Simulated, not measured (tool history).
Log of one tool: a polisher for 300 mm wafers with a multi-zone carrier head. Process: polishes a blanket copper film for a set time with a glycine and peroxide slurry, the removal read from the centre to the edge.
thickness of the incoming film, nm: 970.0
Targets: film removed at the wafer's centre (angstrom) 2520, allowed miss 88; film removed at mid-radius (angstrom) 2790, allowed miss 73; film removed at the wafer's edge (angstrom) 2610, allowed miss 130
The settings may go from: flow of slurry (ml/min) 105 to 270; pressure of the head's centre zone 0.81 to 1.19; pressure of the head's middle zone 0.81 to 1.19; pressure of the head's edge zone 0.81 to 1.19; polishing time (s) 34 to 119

run  hour  flow of slurry (ml/min)  pressure of the head's centre zone  pressure of the head's middle zone  pressure of the head's edge zone  polishing time (s)  film removed at the wafer's centre (angstrom)  film removed at mid-radius (angstrom)  film removed at the wafer's edge (angstrom)
  1     0                      175                                   1                                   1                                 1                  76                                         2997.4                                 3027.2                                       3164.6
  2   5.9                      170                                0.99                                   1                              0.98                  75                                         2923.1                                 2938.5                                       2975.7
  3  12.9                      165                                0.98                                   1                              0.97                  75                                           2898                                 2947.2                                       3046.2
  4  18.5                      165                                0.97                                1.01                              0.96                  74                                         2821.5                                 2876.4                                       2890.7
  5  22.8                      160                                0.96                                1.02                              0.96                  74                                         2768.1                                 2921.6                                       2944.2
  6  23.8                      160                                0.96                                1.02                              0.96                  85                                         3176.9                                 3301.1                                       3351.3
  7  31.9                      160                                0.95                                1.02                              0.94                  84                                         3126.2                                 3333.4                                       3263.3
  8    36                      135                                0.87                                0.93                              0.84                  71                                         2319.3                                 2506.9                                       2579.2
  9  38.4                      140                                0.87                                0.94                              0.84                  71                                         2360.5                                 2536.9                                       2548.3
 10  46.8                      145                                0.87                                0.95                              0.84                  71                                         2374.8                                   2613                                       2574.8
 11  50.1                      145                                0.87                                0.95                              0.84                  71                                         2352.2                                   2564                                       2635.5
 12  51.6                      145                                0.88                                0.96                              0.84                  71                                         2352.3                                 2624.6                                         2544
 13  54.4                      150                                0.88                                0.96                              0.84                  71                                         2394.7                                 2609.5                                       2599.9
 14  60.7                      155                                0.88                                0.97                              0.84                  71                                         2428.5                                   2657                                       2634.1
 15  68.7                      155                                0.88                                0.98                              0.84                  71                                         2398.5                                 2675.1                                       2639.1
 16  69.4                      155                                0.89                                0.99                              0.84                  71                                         2448.1                                 2702.9                                       2616.4

Which of these 4 next moves meets every target?
  A  70.1                      155                                0.91                                1.02                              0.82                  72                                              ?                                      ?                                            ?
  B  70.1                      260                                0.81                                1.03                              0.89                  67                                              ?                                      ?                                            ?
  C  70.1                      170                                0.93                                0.96                              0.89                  67                                              ?                                      ?                                            ?
  D  70.1                      160                                0.86                                0.98                              0.85                  70                                              ?                                      ?                                            ?

move  film removed at the wafer's centre (angstrom)  film removed at mid-radius (angstrom)  film removed at the wafer's edge (angstrom)
   A                                         2542.5                                 2861.9                                         2643
   B                                           2287                                 2894.1                                       2696.1
   C                                         2461.6                                   2571                                       2583.5
   D                                         2349.3                                   2706                                       2622.9
A: meets every target
B: takes the result that was furthest off past its target
C: further off than the last run
D: further off than the last run
Answer: A
